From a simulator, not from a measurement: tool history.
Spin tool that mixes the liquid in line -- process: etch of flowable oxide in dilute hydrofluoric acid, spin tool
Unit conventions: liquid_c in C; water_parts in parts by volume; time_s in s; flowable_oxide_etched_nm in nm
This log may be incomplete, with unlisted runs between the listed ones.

run 1 hour=0 | liquid_c=24 water_parts=230 time_s=205 | flowable_oxide_etched_nm=33.694
run 2 hour=7.6 | liquid_c=27 water_parts=230 time_s=205 | flowable_oxide_etched_nm=37.318
run 3 hour=16.2 | liquid_c=23.5 water_parts=230 time_s=205 | flowable_oxide_etched_nm=32.692
run 4 hour=24.5 | liquid_c=24.5 water_parts=230 time_s=205 | flowable_oxide_etched_nm=34.107
run 5 hour=26.3 | liquid_c=24.5 water_parts=230 time_s=205 | flowable_oxide_etched_nm=34.066
run 6 hour=27.6 | liquid_c=22.5 water_parts=230 time_s=205 | flowable_oxide_etched_nm=31.67
run 7 hour=34.1 | liquid_c=23.5 water_parts=230 time_s=205 | flowable_oxide_etched_nm=33.032

For run 8, what comes out?
run 8 hour=36.8 | liquid_c=27.5 water_parts=215 time_s=205 | flowable_oxide_etched_nm=?

For run 8 the tool returned flowable_oxide_etched_nm 41.013 nm.
